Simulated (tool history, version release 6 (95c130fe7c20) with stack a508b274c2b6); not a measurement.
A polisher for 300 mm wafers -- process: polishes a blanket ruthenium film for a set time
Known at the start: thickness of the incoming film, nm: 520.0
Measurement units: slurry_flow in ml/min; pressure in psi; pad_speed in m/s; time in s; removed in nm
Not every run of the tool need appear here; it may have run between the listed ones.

{"run": 1, "hour": 0.0, "slurry_flow": 205, "pressure": 2.4, "pad_speed": 0.9, "time": 47, "removed": 56.899}
{"run": 2, "hour": 3.3, "slurry_flow": 205, "pressure": 2.0, "pad_speed": 0.9, "time": 47, "removed": 47.728}
{"run": 3, "hour": 4.8, "slurry_flow": 205, "pressure": 1.9, "pad_speed": 0.9, "time": 47, "removed": 46.046}
{"run": 4, "hour": 9.7, "slurry_flow": 205, "pressure": 1.9, "pad_speed": 1.04, "time": 47, "removed": 53.273}
{"run": 5, "hour": 11.6, "slurry_flow": 205, "pressure": 1.9, "pad_speed": 1.04, "time": 42, "removed": 47.257}
{"run": 6, "hour": 19.9, "slurry_flow": 205, "pressure": 1.8, "pad_speed": 1.04, "time": 42, "removed": 46.554}
{"run": 7, "hour": 22.9, "slurry_flow": 205, "pressure": 1.7, "pad_speed": 1.04, "time": 42, "removed": 45.294}
{"run": 8, "hour": 26.1, "slurry_flow": 205, "pressure": 1.6, "pad_speed": 1.04, "time": 42, "removed": 42.216}

Expected results for the next run?
{"run": 9, "hour": 31.9, "slurry_flow": 205, "pressure": 1.5, "pad_speed": 1.04, "time": 42, "removed": "?"}

removed: 39.589 nm

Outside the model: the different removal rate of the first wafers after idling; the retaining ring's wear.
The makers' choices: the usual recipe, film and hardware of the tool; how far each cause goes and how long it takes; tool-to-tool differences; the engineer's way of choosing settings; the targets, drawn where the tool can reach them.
